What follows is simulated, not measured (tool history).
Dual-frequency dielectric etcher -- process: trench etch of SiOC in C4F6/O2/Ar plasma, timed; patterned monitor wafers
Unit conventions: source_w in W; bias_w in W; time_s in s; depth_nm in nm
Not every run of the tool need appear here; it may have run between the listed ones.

run	hour	source_w	bias_w	time_s	depth_nm
1	0	450	164	25.5	56.169
2	4.4	450	141	25.5	54.36
3	6.6	490	147	25.5	56.406
4	14.9	520	147	25.5	57.006
5	17.6	440	147	25.5	53.772
6	18.9	440	123	25.5	51.826
7	21.3	480	135	25.5	54.189
8	21.8	570	168	26.5	62.713

Run 9 is up next; what results do you expect?
9	24.7	580	171	26.5	?

{"run 9": {"depth_nm": 63.521}}

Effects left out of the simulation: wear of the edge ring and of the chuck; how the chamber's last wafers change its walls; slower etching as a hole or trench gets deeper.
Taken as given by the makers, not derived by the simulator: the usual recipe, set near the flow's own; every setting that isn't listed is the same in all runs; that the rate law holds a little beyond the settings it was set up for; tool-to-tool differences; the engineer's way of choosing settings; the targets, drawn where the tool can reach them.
